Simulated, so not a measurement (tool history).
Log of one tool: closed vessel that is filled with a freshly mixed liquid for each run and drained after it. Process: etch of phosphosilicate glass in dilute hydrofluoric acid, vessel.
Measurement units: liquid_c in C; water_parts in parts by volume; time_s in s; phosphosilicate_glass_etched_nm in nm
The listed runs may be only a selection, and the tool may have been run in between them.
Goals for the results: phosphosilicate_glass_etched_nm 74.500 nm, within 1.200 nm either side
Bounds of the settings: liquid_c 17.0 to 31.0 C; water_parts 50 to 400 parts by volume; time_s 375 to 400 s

run  hour  liquid_c  water_parts  time_s  phosphosilicate_glass_etched_nm
  1   0.0      23.0          225     375                           93.435
  2   1.6      23.0          265     375                           76.324
  3   9.5      20.0          265     375                           68.335
  4  17.9      17.0          265     375                           60.631
  5  23.8      18.5          265     375                           64.948
  6  26.1      18.5          265     375                           64.040
  7  30.7      19.5          265     375                           67.317
  8  38.4      20.0          265     375                           68.281
  9  43.0      20.5          265     375                           69.366
 10  45.0      21.0          265     375                           71.014
 11  46.8      21.0          265     375                           71.020
 12  55.0      21.5          265     375                           71.940

Which single option among these 4 for the next run brings every result within its allowed miss of target? Just one does.
  A  63.2      21.5          285     390                                ?
  B  63.2      20.5          265     380                                ?
  C  63.2      21.0          265     375                                ?
  D  63.2      20.5          255     385                                ?

move  phosphosilicate_glass_etched_nm
   A                           68.176
   B                           70.173
   C                           70.539
   D                           74.579
A: misses by more than the last run did
B: misses by more than the last run did
C: misses by more than the last run did
D: all results in spec
D meets every target.
